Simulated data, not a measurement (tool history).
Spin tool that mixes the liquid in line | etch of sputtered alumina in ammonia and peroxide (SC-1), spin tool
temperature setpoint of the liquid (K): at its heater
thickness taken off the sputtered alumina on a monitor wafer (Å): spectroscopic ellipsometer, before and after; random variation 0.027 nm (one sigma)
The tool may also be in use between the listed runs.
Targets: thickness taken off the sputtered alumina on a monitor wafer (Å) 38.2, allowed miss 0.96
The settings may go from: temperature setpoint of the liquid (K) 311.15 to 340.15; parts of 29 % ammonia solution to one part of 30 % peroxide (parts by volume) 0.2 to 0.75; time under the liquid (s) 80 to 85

run,hour,temperature setpoint of the liquid (K),parts of 29 % ammonia solution to one part of 30 % peroxide (parts by volume),time under the liquid (s),thickness taken off the sputtered alumina on a monitor wafer (Å)
1,0,324.15,0.45,80,73.798
2,7.2,324.15,0.5,80,75.665
3,8.1,324.15,0.4,80,73.145
4,9.9,320.65,0.4,80,60.49
5,15.6,314.15,0.4,80,41.453
6,23,311.15,0.4,80,35.018
7,25.2,311.65,0.4,80,35.771
8,32,312.15,0.4,80,36.921

Which of these 5 next moves meets every target?
A,38.8,311.15,0.45,80,?
B,38.8,311.65,0.35,80,?
C,38.8,312.65,0.4,80,?
D,38.8,311.15,0.35,80,?
E,38.8,311.65,0.4,80,?

move,thickness taken off the sputtered alumina on a monitor wafer (Å)
A,35.184
B,35.388
C,38.041
D,34.345
E,35.844
A: further off than the last run
B: further off than the last run
C: meets every target
D: further off than the last run
E: further off than the last run
Answer: C
